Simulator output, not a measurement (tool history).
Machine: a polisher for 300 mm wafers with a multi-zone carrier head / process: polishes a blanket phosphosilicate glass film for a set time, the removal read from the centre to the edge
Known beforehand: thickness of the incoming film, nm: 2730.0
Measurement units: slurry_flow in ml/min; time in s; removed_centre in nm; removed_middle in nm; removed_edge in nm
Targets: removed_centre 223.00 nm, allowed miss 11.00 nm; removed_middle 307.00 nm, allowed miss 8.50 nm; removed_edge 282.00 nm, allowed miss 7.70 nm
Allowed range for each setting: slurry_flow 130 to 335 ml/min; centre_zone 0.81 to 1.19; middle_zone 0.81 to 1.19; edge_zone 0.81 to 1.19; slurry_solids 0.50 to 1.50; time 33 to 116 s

run	hour	slurry_flow	centre_zone	middle_zone	edge_zone	slurry_solids	time	removed_centre	removed_middle	removed_edge
1	0.0	215	1.00	1.00	1.00	1.00	74	430.37	441.45	424.59
2	5.0	200	0.95	1.02	1.01	0.85	71	348.10	387.86	369.72
3	8.8	185	0.91	1.03	1.00	0.75	71	301.75	355.87	343.44
4	16.9	175	0.88	1.04	0.97	0.70	71	282.66	345.04	319.51
5	25.6	175	0.88	1.04	0.97	0.70	54	212.16	262.93	243.14
6	28.8	175	0.88	1.04	0.97	0.65	54	199.29	249.61	228.35
7	31.3	195	0.88	1.07	1.02	0.65	54	207.65	254.81	237.58
8	32.9	185	0.86	1.09	1.03	0.70	54	210.34	275.18	252.42
9	41.7	185	0.86	1.11	1.06	0.70	54	215.04	279.36	253.69
10	43.2	200	0.81	1.14	1.16	0.85	54	223.75	328.94	303.86

Of the 5 settings listed for the next run, only one would bring every result within its allowed miss of target. Which one?
A	44.7	205	0.83	1.17	1.19	0.95	54	?	?	?
B	44.7	200	0.82	1.19	1.06	0.80	55	?	?	?
C	44.7	230	0.97	1.14	1.16	1.05	45	?	?	?
D	44.7	165	0.87	1.16	1.15	0.80	54	?	?	?
E	44.7	175	0.84	1.16	1.18	0.75	62	?	?	?

move	removed_centre	removed_middle	removed_edge
A	247.44	356.86	328.81
B	225.20	333.82	286.32
C	258.60	310.87	288.23
D	225.71	309.60	285.46
E	243.64	345.77	321.94
A: further off than the last run
B: brings the last run's worst result on target, with another outside its allowed miss
C: brings the last run's worst result on target, with another outside its allowed miss
D: every result lands within tolerance
E: further off than the last run
Go with D: it meets all targets.
